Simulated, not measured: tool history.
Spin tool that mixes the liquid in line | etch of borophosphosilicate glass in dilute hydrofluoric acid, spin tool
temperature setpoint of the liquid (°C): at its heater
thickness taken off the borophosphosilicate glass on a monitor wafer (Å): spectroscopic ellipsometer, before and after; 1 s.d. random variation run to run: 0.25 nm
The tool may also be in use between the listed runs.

run,day,temperature setpoint of the liquid (°C),parts of water to one part of 49 % hydrofluoric acid (parts by volume),time under the liquid (s),thickness taken off the borophosphosilicate glass on a monitor wafer (Å)
1,0.000,24.0,115,50,262.26
2,0.367,24.0,135,50,218.90
3,0.646,24.0,135,40,173.26
4,0.875,24.0,110,40,217.19
5,1.233,25.5,100,40,257.83
6,1.392,27.5,100,40,282.40

Estimate the outcome of run 7 from the log above:
# day 1.496: hydrofluoric acid flow meter replaced
7,1.496,28.5,95,40,?

{"run 7": {"thickness taken off the borophosphosilicate glass on a monitor wafer (Å)": 285.92}}
